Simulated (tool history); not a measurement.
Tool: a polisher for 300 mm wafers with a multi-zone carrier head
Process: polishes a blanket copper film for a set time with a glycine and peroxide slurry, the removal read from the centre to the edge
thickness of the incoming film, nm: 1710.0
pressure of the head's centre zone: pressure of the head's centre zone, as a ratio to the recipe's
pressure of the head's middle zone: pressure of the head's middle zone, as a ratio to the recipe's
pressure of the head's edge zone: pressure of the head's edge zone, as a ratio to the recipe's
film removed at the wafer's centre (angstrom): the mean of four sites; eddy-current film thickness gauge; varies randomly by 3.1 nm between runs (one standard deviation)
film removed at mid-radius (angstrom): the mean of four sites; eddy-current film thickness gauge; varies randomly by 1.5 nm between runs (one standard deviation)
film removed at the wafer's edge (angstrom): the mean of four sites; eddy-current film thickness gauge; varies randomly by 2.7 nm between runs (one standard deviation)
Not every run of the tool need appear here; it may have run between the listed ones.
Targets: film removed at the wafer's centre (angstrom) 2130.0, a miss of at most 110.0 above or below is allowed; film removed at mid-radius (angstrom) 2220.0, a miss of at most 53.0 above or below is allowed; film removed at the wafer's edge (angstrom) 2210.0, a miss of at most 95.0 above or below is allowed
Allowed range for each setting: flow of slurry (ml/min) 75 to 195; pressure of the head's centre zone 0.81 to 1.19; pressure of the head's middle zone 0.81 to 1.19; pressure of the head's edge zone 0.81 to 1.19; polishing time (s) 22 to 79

run	hour	flow of slurry (ml/min)	pressure of the head's centre zone	pressure of the head's middle zone	pressure of the head's edge zone	polishing time (s)	film removed at the wafer's centre (angstrom)	film removed at mid-radius (angstrom)	film removed at the wafer's edge (angstrom)
1	0.0	125	1.00	1.00	1.00	50	3185.1	2930.3	3070.4
2	1.8	125	1.00	0.97	1.00	50	3141.2	2894.2	3163.4
3	4.7	120	0.99	0.98	0.98	48	2988.9	2794.3	2957.9
4	9.0	115	0.98	0.98	0.97	46	2714.5	2623.5	2784.0
5	12.1	115	0.91	0.98	0.97	46	2672.2	2637.5	2756.8
6	18.1	125	0.91	0.98	0.97	46	2716.7	2703.5	2793.8
7	25.0	120	0.91	0.98	0.95	45	2616.8	2625.4	2662.1
8	28.2	115	0.90	0.97	0.93	44	2509.6	2504.0	2620.4
9	30.7	115	0.90	0.98	0.92	43	2355.2	2468.4	2493.2
10	36.3	80	0.91	0.94	0.82	42	2071.4	2137.7	2186.2

Next run, 5 choices. One meets every target within its allowed miss, the rest don't. Which?
A	41.9	125	1.10	1.05	0.81	36	?	?	?
B	41.9	105	0.99	1.14	0.81	36	?	?	?
C	41.9	90	0.88	0.96	0.82	39	?	?	?
D	41.9	75	0.91	0.99	0.82	43	?	?	?
E	41.9	75	0.84	1.19	0.81	39	?	?	?

move	film removed at the wafer's centre (angstrom)	film removed at mid-radius (angstrom)	film removed at the wafer's edge (angstrom)
A	2327.4	2213.2	1973.0
B	2077.0	2286.6	1919.3
C	1993.1	2061.5	2042.3
D	2116.9	2217.7	2177.7
E	1828.0	2354.5	1959.3
A: gets the furthest-off result to its target, but another result is out of tolerance
B: moves the result that the last run missed by most past its target, out the other side
C: its largest miss is bigger than the last run's
D: every result lands within tolerance
E: moves the result that the last run missed by most past its target, out the other side
The right move is D.
